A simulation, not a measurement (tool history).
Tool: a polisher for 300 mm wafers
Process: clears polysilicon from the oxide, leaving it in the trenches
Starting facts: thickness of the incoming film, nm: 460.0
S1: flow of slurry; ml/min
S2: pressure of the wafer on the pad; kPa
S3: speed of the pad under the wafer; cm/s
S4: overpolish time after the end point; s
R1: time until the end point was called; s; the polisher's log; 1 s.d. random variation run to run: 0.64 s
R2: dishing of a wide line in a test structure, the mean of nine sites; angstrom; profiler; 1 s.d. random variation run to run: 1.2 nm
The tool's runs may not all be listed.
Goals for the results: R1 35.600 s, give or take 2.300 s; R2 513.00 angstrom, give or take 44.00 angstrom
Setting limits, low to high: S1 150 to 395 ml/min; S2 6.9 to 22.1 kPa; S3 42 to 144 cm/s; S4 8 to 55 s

Run 1, hour 0.0: S1 250 ml/min, S2 14.5 kPa, S3 92 cm/s, S4 28 s. Result: R1 47.937 s, R2 568.14 angstrom.
Run 2, hour 0.9: S1 250 ml/min, S2 14.5 kPa, S3 92 cm/s, S4 21 s. Result: R1 48.312 s, R2 558.86 angstrom.
Run 3, hour 9.8: S1 250 ml/min, S2 15.2 kPa, S3 92 cm/s, S4 19 s. Result: R1 45.831 s, R2 544.61 angstrom.
Run 4, hour 14.4: S1 250 ml/min, S2 15.2 kPa, S3 92 cm/s, S4 10 s. Result: R1 44.910 s, R2 478.33 angstrom.
Run 5, hour 18.5: S1 250 ml/min, S2 15.2 kPa, S3 92 cm/s, S4 8 s. Result: R1 46.773 s, R2 429.88 angstrom.
Run 6, hour 27.0: S1 250 ml/min, S2 15.2 kPa, S3 92 cm/s, S4 17 s. Result: R1 44.909 s, R2 570.89 angstrom.
Run 7, hour 28.9: S1 250 ml/min, S2 15.2 kPa, S3 94 cm/s, S4 16 s. Result: R1 46.432 s, R2 542.54 angstrom.
At hour 30.5: head pressure recalibrated.
Run 8, hour 30.5: S1 260 ml/min, S2 15.9 kPa, S3 90 cm/s, S4 15 s. Result: R1 49.171 s, R2 510.95 angstrom.
Run 9, hour 32.2: S1 250 ml/min, S2 15.9 kPa, S3 92 cm/s, S4 14 s. Result: R1 49.946 s, R2 530.31 angstrom.
Run 10, hour 39.6: S1 255 ml/min, S2 15.2 kPa, S3 94 cm/s, S4 15 s. Result: R1 51.308 s, R2 520.82 angstrom.
Run 11, hour 43.2: S1 245 ml/min, S2 15.2 kPa, S3 94 cm/s, S4 15 s. Result: R1 49.729 s, R2 509.30 angstrom.
Run 12, hour 49.9: S1 260 ml/min, S2 15.2 kPa, S3 94 cm/s, S4 14 s. Result: R1 49.996 s, R2 517.58 angstrom.
Run 13, hour 51.3: S1 250 ml/min, S2 15.2 kPa, S3 94 cm/s, S4 14 s. Result: R1 50.913 s, R2 514.17 angstrom.
Run 14, hour 54.5: S1 250 ml/min, S2 15.9 kPa, S3 90 cm/s, S4 14 s. Result: R1 51.983 s, R2 519.37 angstrom.

Exactly one of the 4 candidate moves below puts every result within its allowed miss. Which one?
Run A, hour 57.7: S1 285 ml/min, S2 17.9 kPa, S3 110 cm/s, S4 10 s. Result: R1 ?, R2 ?.
Run B, hour 57.7: S1 200 ml/min, S2 13.8 kPa, S3 120 cm/s, S4 13 s. Result: R1 ?, R2 ?.
Run C, hour 57.7: S1 240 ml/min, S2 13.8 kPa, S3 120 cm/s, S4 12 s. Result: R1 ?, R2 ?.
Run D, hour 57.7: S1 155 ml/min, S2 22.1 kPa, S3 98 cm/s, S4 36 s. Result: R1 ?, R2 ?.

move      R1      R2
   A  35.233  515.26
   B  43.113  524.03
   C  42.381  514.90
   D  34.116  586.14
A: hits every target within its allowed miss
B: nearer the targets than the last run, but a result is still out of spec
C: nearer the targets than the last run, but a result is still out of spec
D: the worst result of the last run now meets its target, but another is out of spec
Move A is the one to make.
